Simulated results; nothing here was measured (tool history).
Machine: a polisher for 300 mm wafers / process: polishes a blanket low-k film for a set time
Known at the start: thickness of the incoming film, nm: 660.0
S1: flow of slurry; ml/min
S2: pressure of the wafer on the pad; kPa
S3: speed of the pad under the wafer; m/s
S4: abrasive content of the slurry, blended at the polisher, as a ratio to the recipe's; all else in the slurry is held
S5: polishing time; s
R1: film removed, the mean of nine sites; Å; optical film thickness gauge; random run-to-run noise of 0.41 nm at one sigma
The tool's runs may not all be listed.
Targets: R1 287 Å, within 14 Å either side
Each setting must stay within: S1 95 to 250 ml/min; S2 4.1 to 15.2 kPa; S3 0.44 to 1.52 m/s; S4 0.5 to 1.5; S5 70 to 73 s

run 1 hour=0 | S1=160 S2=9.7 S3=0.98 S4=1 S5=70 | R1=129.76
run 2 hour=7.6 | S1=160 S2=11 S3=1.04 S4=1 S5=70 | R1=150.82
run 3 hour=8.7 | S1=160 S2=11 S3=1.04 S4=1 S5=73 | R1=165.79
run 4 hour=9.3 | S1=145 S2=11 S3=1.04 S4=1 S5=73 | R1=157.76
run 5 hour=17 | S1=155 S2=12.4 S3=1.08 S4=1 S5=73 | R1=185.55
run 6 hour=25.8 | S1=185 S2=12.4 S3=1.08 S4=1 S5=73 | R1=194.65
run 7 hour=31.1 | S1=190 S2=13.1 S3=1.12 S4=1 S5=73 | R1=209.39
run 8 hour=37.8 | S1=190 S2=13.8 S3=1.16 S4=1 S5=73 | R1=230.44
run 9 hour=44.4 | S1=190 S2=14.5 S3=1.2 S4=1 S5=73 | R1=243.38
run 10 hour=46.3 | S1=195 S2=14.5 S3=1.24 S4=1 S5=73 | R1=252.82
run 11 hour=52.6 | S1=195 S2=14.5 S3=1.26 S4=1 S5=73 | R1=257.27
run 12 hour=61.5 | S1=195 S2=14.5 S3=1.28 S4=1 S5=73 | R1=256.74
run 13 hour=63.2 | S1=195 S2=14.5 S3=1.3 S4=1 S5=73 | R1=260.73
run 14 hour=67.1 | S1=195 S2=14.5 S3=1.32 S4=1 S5=73 | R1=266.3

Below are 4 possible settings for the next run. Only one of them brings all results inside the allowed miss of their targets. Which is it?
run A hour=71 | S1=250 S2=15.2 S3=1.12 S4=1.2 S5=73 | R1=?
run B hour=71 | S1=190 S2=13.8 S3=1.42 S4=1.2 S5=73 | R1=?
run C hour=71 | S1=185 S2=15.2 S3=1.24 S4=1 S5=70 | R1=?
run D hour=71 | S1=115 S2=15.2 S3=1.1 S4=1.1 S5=70 | R1=?

move=A R1=297.41
move=B R1=316.7
move=C R1=254.36
move=D R1=231.65
A: every result lands within tolerance
B: takes the biggest miss from the last run beyond its target
C: moves away from the targets compared with the last run
D: moves away from the targets compared with the last run
So the answer is move A, the one that meets all the targets.

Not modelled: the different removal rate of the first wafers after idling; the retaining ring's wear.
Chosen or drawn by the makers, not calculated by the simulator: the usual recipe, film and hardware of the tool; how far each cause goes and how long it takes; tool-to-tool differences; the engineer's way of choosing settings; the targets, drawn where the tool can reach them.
